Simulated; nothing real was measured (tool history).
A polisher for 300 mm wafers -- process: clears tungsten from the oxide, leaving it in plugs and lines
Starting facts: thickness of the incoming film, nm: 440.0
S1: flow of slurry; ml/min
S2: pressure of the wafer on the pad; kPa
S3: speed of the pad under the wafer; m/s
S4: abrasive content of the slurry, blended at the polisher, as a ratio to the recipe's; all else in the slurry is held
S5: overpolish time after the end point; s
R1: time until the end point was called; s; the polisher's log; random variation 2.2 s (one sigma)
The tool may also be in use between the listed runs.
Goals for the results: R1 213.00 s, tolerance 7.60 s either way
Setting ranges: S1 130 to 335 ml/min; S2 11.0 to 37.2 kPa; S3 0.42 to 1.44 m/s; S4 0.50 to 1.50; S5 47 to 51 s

run    day   S1    S2    S3    S4  S5      R1
  1  0.000  215  24.1  0.92  1.00  47  135.31
  2  0.196  215  22.1  0.92  1.00  47  143.99
  3  0.488  215  20.0  0.92  1.00  47  157.46
  4  0.625  215  20.0  0.92  1.00  47  159.63
  5  0.717  215  18.6  0.92  1.00  47  167.37
  6  0.942  215  17.9  0.92  1.00  47  175.00
  7  1.071  215  17.2  0.92  1.00  47  181.60
  8  1.192  215  16.5  0.92  1.00  47  186.59
  9  1.504  215  15.9  0.92  1.00  47  192.28
 10  1.554  215  15.2  0.92  1.00  47  203.37

Exercise: of the 4 proposed moves below, exactly one satisfies all targets within the stated allowed misses. Which move is it?
  A  1.604  170  15.9  0.90  1.05  49   ?
  B  1.604  160  13.8  1.08  1.00  51   ?
  C  1.604  230  13.1  0.92  1.20  47   ?
  D  1.604  170  20.7  0.70  1.05  48   ?

move      R1
   A  203.60
   B  196.92
   C  217.65
   D  204.01
A: no better and no worse than the last run
B: its largest miss is bigger than the last run's
C: all results in spec
D: an improvement on the last run, though not all results are within tolerance
Move C is the one to make.

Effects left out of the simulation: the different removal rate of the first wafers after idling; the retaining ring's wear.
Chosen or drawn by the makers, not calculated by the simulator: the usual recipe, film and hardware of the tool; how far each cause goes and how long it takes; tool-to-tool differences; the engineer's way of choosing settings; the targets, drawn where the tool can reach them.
